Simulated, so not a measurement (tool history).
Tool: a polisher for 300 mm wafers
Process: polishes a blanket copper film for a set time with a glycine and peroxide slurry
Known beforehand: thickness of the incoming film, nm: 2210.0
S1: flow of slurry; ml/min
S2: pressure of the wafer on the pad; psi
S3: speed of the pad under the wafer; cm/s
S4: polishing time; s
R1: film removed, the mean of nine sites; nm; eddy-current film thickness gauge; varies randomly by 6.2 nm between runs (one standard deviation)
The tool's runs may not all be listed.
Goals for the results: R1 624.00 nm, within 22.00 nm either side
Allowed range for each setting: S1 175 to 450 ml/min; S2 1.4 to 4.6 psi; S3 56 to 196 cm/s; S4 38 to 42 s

run 1 hour=0.0 | S1=290 S2=3.0 S3=126 S4=42 | R1=335.30
run 2 hour=7.7 | S1=290 S2=3.0 S3=104 S4=42 | R1=289.89
run 3 hour=11.5 | S1=290 S2=3.0 S3=104 S4=38 | R1=253.84
run 4 hour=16.5 | S1=330 S2=3.0 S3=104 S4=38 | R1=262.39
run 5 hour=24.0 | S1=330 S2=3.4 S3=118 S4=38 | R1=322.18
run 6 hour=26.4 | S1=330 S2=3.7 S3=130 S4=38 | R1=372.03
run 7 hour=28.5 | S1=330 S2=3.9 S3=140 S4=38 | R1=425.47
run 8 hour=34.8 | S1=330 S2=4.1 S3=148 S4=38 | R1=475.17
run 9 hour=42.7 | S1=330 S2=4.2 S3=154 S4=38 | R1=491.43
run 10 hour=49.7 | S1=330 S2=4.2 S3=154 S4=38 | R1=497.52
run 11 hour=55.8 | S1=330 S2=4.3 S3=158 S4=38 | R1=520.65
run 12 hour=59.3 | S1=330 S2=4.4 S3=162 S4=38 | R1=553.65
run 13 hour=62.9 | S1=330 S2=4.4 S3=164 S4=38 | R1=538.25
run 14 hour=63.7 | S1=330 S2=4.4 S3=168 S4=38 | R1=570.42
run 15 hour=70.3 | S1=330 S2=4.4 S3=170 S4=38 | R1=570.99
run 16 hour=77.3 | S1=330 S2=4.4 S3=172 S4=38 | R1=575.47
run 17 hour=83.2 | S1=330 S2=4.4 S3=174 S4=38 | R1=588.80

Pick the move, out of 5, that brings all results within their allowed miss; only one does.
run A hour=89.1 | S1=355 S2=4.1 S3=172 S4=38 | R1=?
run B hour=89.1 | S1=320 S2=4.5 S3=186 S4=42 | R1=?
run C hour=89.1 | S1=370 S2=3.8 S3=196 S4=42 | R1=?
run D hour=89.1 | S1=330 S2=4.2 S3=176 S4=39 | R1=?
run E hour=89.1 | S1=340 S2=3.8 S3=180 S4=38 | R1=?

move=A R1=549.03
move=B R1=705.10
move=C R1=640.36
move=D R1=584.91
move=E R1=531.89
A: its largest miss is bigger than the last run's
B: pushes the last run's worst result past its target
C: every result within its allowed miss
D: its largest miss is bigger than the last run's
E: its largest miss is bigger than the last run's
The move that meets every target is C.
